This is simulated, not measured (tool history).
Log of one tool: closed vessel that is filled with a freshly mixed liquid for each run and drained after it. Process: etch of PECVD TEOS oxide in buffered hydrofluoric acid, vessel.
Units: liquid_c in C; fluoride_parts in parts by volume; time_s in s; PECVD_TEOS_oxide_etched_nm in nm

Run 1, hour 0.0: liquid_c 23.0 C, fluoride_parts 21.0 parts by volume, time_s 90 s. Result: PECVD_TEOS_oxide_etched_nm 111.14 nm.
Run 2, hour 2.7: liquid_c 24.0 C, fluoride_parts 21.0 parts by volume, time_s 90 s. Result: PECVD_TEOS_oxide_etched_nm 117.99 nm.
Run 3, hour 6.9: liquid_c 24.0 C, fluoride_parts 25.5 parts by volume, time_s 90 s. Result: PECVD_TEOS_oxide_etched_nm 103.63 nm.
Run 4, hour 8.2: liquid_c 24.0 C, fluoride_parts 25.5 parts by volume, time_s 100 s. Result: PECVD_TEOS_oxide_etched_nm 114.90 nm.
At hour 15.8: thermometer replaced.
Run 5, hour 15.8: liquid_c 24.0 C, fluoride_parts 28.0 parts by volume, time_s 100 s. Result: PECVD_TEOS_oxide_etched_nm 116.96 nm.
Run 6, hour 22.1: liquid_c 24.5 C, fluoride_parts 28.0 parts by volume, time_s 100 s. Result: PECVD_TEOS_oxide_etched_nm 120.01 nm.
Run 7, hour 24.3: liquid_c 25.0 C, fluoride_parts 28.0 parts by volume, time_s 100 s. Result: PECVD_TEOS_oxide_etched_nm 123.56 nm.

The next listed run, before its measurement:
Run 8, hour 25.6: liquid_c 25.5 C, fluoride_parts 28.0 parts by volume, time_s 100 s. Result: PECVD_TEOS_oxide_etched_nm ?.

{"run 8": {"PECVD_TEOS_oxide_etched_nm": 126.26}}
